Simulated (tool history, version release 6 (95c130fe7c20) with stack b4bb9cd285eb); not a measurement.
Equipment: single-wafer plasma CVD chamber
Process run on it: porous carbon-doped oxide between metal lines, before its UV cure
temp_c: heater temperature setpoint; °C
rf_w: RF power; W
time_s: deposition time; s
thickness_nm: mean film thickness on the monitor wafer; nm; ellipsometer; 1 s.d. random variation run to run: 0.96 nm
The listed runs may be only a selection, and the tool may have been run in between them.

Run 1, hour 0.0: temp_c 320 °C, rf_w 470 W, time_s 50.8 s. Result: thickness_nm 254.38 nm.
Run 2, hour 7.9: temp_c 328 °C, rf_w 470 W, time_s 50.8 s. Result: thickness_nm 241.08 nm.
Run 3, hour 15.8: temp_c 333 °C, rf_w 470 W, time_s 50.8 s. Result: thickness_nm 234.85 nm.
Run 4, hour 21.5: temp_c 333 °C, rf_w 470 W, time_s 52.4 s. Result: thickness_nm 244.58 nm.
Run 5, hour 29.7: temp_c 333 °C, rf_w 510 W, time_s 52.4 s. Result: thickness_nm 261.26 nm.
Run 6, hour 30.4: temp_c 343 °C, rf_w 510 W, time_s 52.4 s. Result: thickness_nm 246.96 nm.
Run 7, hour 31.0: temp_c 343 °C, rf_w 490 W, time_s 52.3 s. Result: thickness_nm 238.14 nm.

For run 8, what comes out?
Run 8, hour 35.2: temp_c 344 °C, rf_w 415 W, time_s 52.0 s. Result: thickness_nm ?.

{"run 8": {"thickness_nm": 202.23}}
